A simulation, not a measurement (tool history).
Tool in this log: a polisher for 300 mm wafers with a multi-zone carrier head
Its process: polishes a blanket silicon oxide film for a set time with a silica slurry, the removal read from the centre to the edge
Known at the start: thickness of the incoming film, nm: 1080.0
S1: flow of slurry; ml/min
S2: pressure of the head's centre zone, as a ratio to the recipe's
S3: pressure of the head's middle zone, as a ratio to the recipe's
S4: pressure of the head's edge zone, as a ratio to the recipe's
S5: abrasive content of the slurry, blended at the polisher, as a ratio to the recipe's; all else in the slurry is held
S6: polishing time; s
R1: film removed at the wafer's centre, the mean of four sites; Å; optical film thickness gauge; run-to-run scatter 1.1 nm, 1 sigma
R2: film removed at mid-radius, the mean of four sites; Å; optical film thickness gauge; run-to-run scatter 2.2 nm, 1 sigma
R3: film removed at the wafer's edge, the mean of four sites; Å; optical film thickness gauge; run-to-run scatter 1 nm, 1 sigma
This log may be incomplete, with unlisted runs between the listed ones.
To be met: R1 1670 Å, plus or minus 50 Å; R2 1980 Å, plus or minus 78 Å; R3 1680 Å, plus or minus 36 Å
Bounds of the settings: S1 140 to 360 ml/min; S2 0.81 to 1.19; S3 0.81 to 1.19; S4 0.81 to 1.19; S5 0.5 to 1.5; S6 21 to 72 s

{"run": 1, "hour": 0.0, "S1": 230, "S2": 1, "S3": 1, "S4": 1, "S5": 1, "S6": 46, "R1": 1315.1, "R2": 1346.4, "R3": 1343.8}
{"run": 2, "hour": 8.2, "S1": 240, "S2": 1, "S3": 1.03, "S4": 1.01, "S5": 1.05, "S6": 46, "R1": 1370.8, "R2": 1425.5, "R3": 1388}
{"run": 3, "hour": 15.7, "S1": 240, "S2": 1.06, "S3": 1.03, "S4": 1.01, "S5": 1.05, "S6": 46, "R1": 1451.6, "R2": 1391.4, "R3": 1406.1}
{"run": 4, "hour": 20.9, "S1": 250, "S2": 1.05, "S3": 1.05, "S4": 1.01, "S5": 1.1, "S6": 46, "R1": 1487.5, "R2": 1471.2, "R3": 1446.8}
{"run": 5, "hour": 23.2, "S1": 260, "S2": 1.04, "S3": 1.07, "S4": 1.01, "S5": 1.15, "S6": 46, "R1": 1513.9, "R2": 1560.3, "R3": 1482.2}
{"run": 6, "hour": 30.7, "S1": 260, "S2": 1.04, "S3": 1.07, "S4": 1.01, "S5": 1, "S6": 46, "R1": 1399.8, "R2": 1434.9, "R3": 1359.7}
{"run": 7, "hour": 33.0, "S1": 270, "S2": 1.04, "S3": 1.09, "S4": 1.02, "S5": 1.05, "S6": 46, "R1": 1446.1, "R2": 1509, "R3": 1432.8}
{"run": 8, "hour": 34.9, "S1": 280, "S2": 1.04, "S3": 1.11, "S4": 1.02, "S5": 1.1, "S6": 46, "R1": 1500.2, "R2": 1568.4, "R3": 1458.4}
{"run": 9, "hour": 40.0, "S1": 285, "S2": 1.03, "S3": 1.12, "S4": 1.02, "S5": 1.15, "S6": 46, "R1": 1524.8, "R2": 1637.2, "R3": 1492.1}
{"run": 10, "hour": 42.6, "S1": 285, "S2": 1.03, "S3": 1.12, "S4": 1.02, "S5": 1.15, "S6": 46, "R1": 1511.9, "R2": 1607.7, "R3": 1491.2}
{"run": 11, "hour": 47.5, "S1": 285, "S2": 1.03, "S3": 1.12, "S4": 1.02, "S5": 1.15, "S6": 46, "R1": 1507.7, "R2": 1635.8, "R3": 1516.5}
{"run": 12, "hour": 53.5, "S1": 290, "S2": 1.03, "S3": 1.13, "S4": 1.01, "S5": 1.2, "S6": 46, "R1": 1564.1, "R2": 1674.7, "R3": 1513.1}
{"run": 13, "hour": 58.6, "S1": 295, "S2": 1.02, "S3": 1.14, "S4": 1.01, "S5": 1.25, "S6": 46, "R1": 1587.2, "R2": 1729, "R3": 1549.9}
{"run": 14, "hour": 61.8, "S1": 300, "S2": 1.01, "S3": 1.15, "S4": 1.01, "S5": 1.3, "S6": 46, "R1": 1599.9, "R2": 1826.7, "R3": 1586.7}
{"run": 15, "hour": 67.9, "S1": 305, "S2": 1.01, "S3": 1.16, "S4": 1.01, "S5": 1.3, "S6": 46, "R1": 1599.1, "R2": 1780.8, "R3": 1582.2}
{"run": 16, "hour": 74.9, "S1": 305, "S2": 1, "S3": 1.16, "S4": 1.01, "S5": 1.35, "S6": 46, "R1": 1606.1, "R2": 1835.1, "R3": 1611.1}
{"run": 17, "hour": 77.9, "S1": 310, "S2": 1, "S3": 1.16, "S4": 1.01, "S5": 1.35, "S6": 46, "R1": 1602.5, "R2": 1825, "R3": 1616.3}
{"run": 18, "hour": 80.0, "S1": 305, "S2": 1, "S3": 1.16, "S4": 1.01, "S5": 1.35, "S6": 46, "R1": 1600.7, "R2": 1828.3, "R3": 1607.1}
{"run": 19, "hour": 81.8, "S1": 315, "S2": 0.99, "S3": 1.18, "S4": 1, "S5": 1.4, "S6": 46, "R1": 1607.9, "R2": 1864.9, "R3": 1617.2}

Exercise: of the 4 proposed moves below, exactly one satisfies all targets within the stated allowed misses. Which move is it?
{"run": "A", "hour": 83.6, "S1": 315, "S2": 0.96, "S3": 1.17, "S4": 0.94, "S5": 1.3, "S6": 50, "R1": "?", "R2": "?", "R3": "?"}
{"run": "B", "hour": 83.6, "S1": 310, "S2": 1.02, "S3": 1.19, "S4": 0.93, "S5": 1.4, "S6": 46, "R1": "?", "R2": "?", "R3": "?"}
{"run": "C", "hour": 83.6, "S1": 320, "S2": 0.96, "S3": 1.19, "S4": 0.92, "S5": 1.3, "S6": 54, "R1": "?", "R2": "?", "R3": "?"}
{"run": "D", "hour": 83.6, "S1": 320, "S2": 1.01, "S3": 1.14, "S4": 1.01, "S5": 1.35, "S6": 51, "R1": "?", "R2": "?", "R3": "?"}

move=A R1=1669.9 R2=1998.2 R3=1672.5
move=B R1=1684.4 R2=1923.5 R3=1579.2
move=C R1=1806.8 R2=2193.3 R3=1789.8
move=D R1=1825.8 R2=2029.1 R3=1798.1
A: meets every target
B: lands further from the targets than the last run did
C: the result that was furthest off in the last run now lies on the other side of its target
D: the result that was furthest off in the last run now lies on the other side of its target
Move A is the one to make.
